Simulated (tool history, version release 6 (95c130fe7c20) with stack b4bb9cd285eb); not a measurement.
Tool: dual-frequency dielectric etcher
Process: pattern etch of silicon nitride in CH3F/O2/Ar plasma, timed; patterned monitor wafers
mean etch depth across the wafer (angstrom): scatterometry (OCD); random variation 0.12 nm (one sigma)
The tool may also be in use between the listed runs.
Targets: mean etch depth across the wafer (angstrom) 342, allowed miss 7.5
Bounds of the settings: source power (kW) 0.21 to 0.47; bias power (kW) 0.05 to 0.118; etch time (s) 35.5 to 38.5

run	hour	source power (kW)	bias power (kW)	etch time (s)	mean etch depth across the wafer (angstrom)
1	0	0.34	0.084	38.5	281.75
2	1.9	0.31	0.084	38.5	274.99
3	10.4	0.26	0.084	38.5	258.25
4	11.6	0.26	0.084	38.5	259.23
5	16.1	0.3	0.084	38.5	271.84
6	18.3	0.3	0.084	38.5	271.15
7	21.9	0.34	0.089	38.5	291.8
8	25.5	0.37	0.091	38.5	308.07
9	30.3	0.43	0.095	38.5	328.5
10	34	0.44	0.096	38.5	333.25

4 next moves are on the table. One of them brings every result within its allowed miss. Which?
A	37.7	0.47	0.095	37	?
B	37.7	0.45	0.101	38	?
C	37.7	0.44	0.102	35.5	?
D	37.7	0.47	0.095	36.5	?

move	mean etch depth across the wafer (angstrom)
A	327.19
B	341.95
C	318.63
D	322.77
A: further off than the last run
B: meets every target
C: further off than the last run
D: further off than the last run
The right move is B.
